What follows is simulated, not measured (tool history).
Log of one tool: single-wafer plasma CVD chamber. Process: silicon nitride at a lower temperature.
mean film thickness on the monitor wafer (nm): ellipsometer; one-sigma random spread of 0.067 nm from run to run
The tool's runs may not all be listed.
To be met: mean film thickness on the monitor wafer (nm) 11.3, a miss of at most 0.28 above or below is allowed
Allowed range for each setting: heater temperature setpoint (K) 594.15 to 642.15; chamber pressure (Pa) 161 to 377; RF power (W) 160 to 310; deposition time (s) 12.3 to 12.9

| run | hour | heater temperature setpoint (K) | chamber pressure (Pa) | RF power (W) | deposition time (s) | mean film thickness on the monitor wafer (nm) |
|---|---|---|---|---|---|---|
| 1 | 0 | 618.15 | 269 | 235 | 12.9 | 14.851 |
| 2 | 2.4 | 626.15 | 269 | 235 | 12.9 | 14.791 |
| 3 | 3.2 | 626.15 | 240 | 235 | 12.9 | 14.502 |
| 4 | 11.3 | 626.15 | 231 | 210 | 12.7 | 12.52 |
| 5 | 16.6 | 626.15 | 216 | 205 | 12.7 | 11.976 |
| 6 | 20.5 | 634.15 | 216 | 205 | 12.7 | 11.885 |
| 7 | 29 | 634.15 | 207 | 205 | 12.7 | 11.791 |
| 8 | 35.2 | 634.15 | 199 | 205 | 12.7 | 11.813 |

Which single option among these 4 for the next run brings every result within its allowed miss of target? Just one does.
| A | 41.4 | 633.15 | 211 | 205 | 12.9 | ? |
| B | 41.4 | 630.15 | 169 | 215 | 12.3 | ? |
| C | 41.4 | 633.15 | 193 | 210 | 12.9 | ? |
| D | 41.4 | 631.15 | 188 | 195 | 12.4 | ? |

| move | mean film thickness on the monitor wafer (nm) |
|---|---|
| A | 12.146 |
| B | 11.521 |
| C | 12.188 |
| D | 10.739 |
A: misses by more than the last run did
B: every result within its allowed miss
C: misses by more than the last run did
D: the result that was furthest off in the last run now lies on the other side of its target
Correct choice: B, which meets every target

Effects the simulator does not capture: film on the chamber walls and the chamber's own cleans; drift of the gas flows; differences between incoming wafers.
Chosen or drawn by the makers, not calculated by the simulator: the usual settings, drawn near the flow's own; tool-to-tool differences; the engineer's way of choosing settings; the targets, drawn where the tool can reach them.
